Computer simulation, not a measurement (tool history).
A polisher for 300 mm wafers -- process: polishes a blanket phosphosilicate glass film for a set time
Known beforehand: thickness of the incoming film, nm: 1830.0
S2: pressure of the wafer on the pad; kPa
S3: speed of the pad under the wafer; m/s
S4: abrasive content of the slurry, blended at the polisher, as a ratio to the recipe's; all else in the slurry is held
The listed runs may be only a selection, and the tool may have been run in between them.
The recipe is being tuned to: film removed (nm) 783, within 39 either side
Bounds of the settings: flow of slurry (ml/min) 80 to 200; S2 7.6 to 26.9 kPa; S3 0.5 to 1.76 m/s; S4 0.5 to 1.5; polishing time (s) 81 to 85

{"run": 1, "hour": 0.0, "flow of slurry (ml/min)": 130, "S2": 17.2, "S3": 1.12, "S4": 1, "polishing time (s)": 81, "film removed (nm)": 481.49}
{"run": 2, "hour": 7.3, "flow of slurry (ml/min)": 130, "S2": 20, "S3": 1.14, "S4": 1, "polishing time (s)": 81, "film removed (nm)": 544.85}
{"run": 3, "hour": 9.3, "flow of slurry (ml/min)": 130, "S2": 17.9, "S3": 1.14, "S4": 1, "polishing time (s)": 81, "film removed (nm)": 492.6}
{"run": 4, "hour": 12.1, "flow of slurry (ml/min)": 130, "S2": 20.7, "S3": 1.16, "S4": 1, "polishing time (s)": 81, "film removed (nm)": 555.14}
{"run": 5, "hour": 16.4, "flow of slurry (ml/min)": 130, "S2": 20.7, "S3": 1.16, "S4": 1, "polishing time (s)": 85, "film removed (nm)": 601.05}
{"run": 6, "hour": 19.2, "flow of slurry (ml/min)": 130, "S2": 20.7, "S3": 1.16, "S4": 1, "polishing time (s)": 81, "film removed (nm)": 542.7}
{"hour": 22.9, "done": "slurry blender recalibrated"}
{"run": 7, "hour": 22.9, "flow of slurry (ml/min)": 130, "S2": 22.8, "S3": 1.24, "S4": 1, "polishing time (s)": 81, "film removed (nm)": 683.3}
{"run": 8, "hour": 25.5, "flow of slurry (ml/min)": 130, "S2": 23.4, "S3": 1.24, "S4": 1, "polishing time (s)": 81, "film removed (nm)": 727.05}
{"run": 9, "hour": 27.8, "flow of slurry (ml/min)": 130, "S2": 24.1, "S3": 1.24, "S4": 1, "polishing time (s)": 81, "film removed (nm)": 736.37}

Pick the move, out of 5, that brings all results within their allowed miss; only one does.
{"run": "A", "hour": 30.1, "flow of slurry (ml/min)": 115, "S2": 21.4, "S3": 1.56, "S4": 0.85, "polishing time (s)": 83, "film removed (nm)": "?"}
{"run": "B", "hour": 30.1, "flow of slurry (ml/min)": 125, "S2": 24.1, "S3": 1.36, "S4": 0.9, "polishing time (s)": 85, "film removed (nm)": "?"}
{"run": "C", "hour": 30.1, "flow of slurry (ml/min)": 130, "S2": 22.8, "S3": 1.12, "S4": 0.95, "polishing time (s)": 85, "film removed (nm)": "?"}
{"run": "D", "hour": 30.1, "flow of slurry (ml/min)": 105, "S2": 24.8, "S3": 1.22, "S4": 0.9, "polishing time (s)": 82, "film removed (nm)": "?"}
{"run": "E", "hour": 30.1, "flow of slurry (ml/min)": 110, "S2": 25.5, "S3": 1.26, "S4": 0.9, "polishing time (s)": 81, "film removed (nm)": "?"}

move=A film_removed_(nm)=715.54
move=B film_removed_(nm)=779.03
move=C film_removed_(nm)=673.54
move=D film_removed_(nm)=697.1
move=E film_removed_(nm)=727.26
A: its largest miss is bigger than the last run's
B: hits every target within its allowed miss
C: its largest miss is bigger than the last run's
D: its largest miss is bigger than the last run's
E: its largest miss is bigger than the last run's
Go with B: it meets all targets.
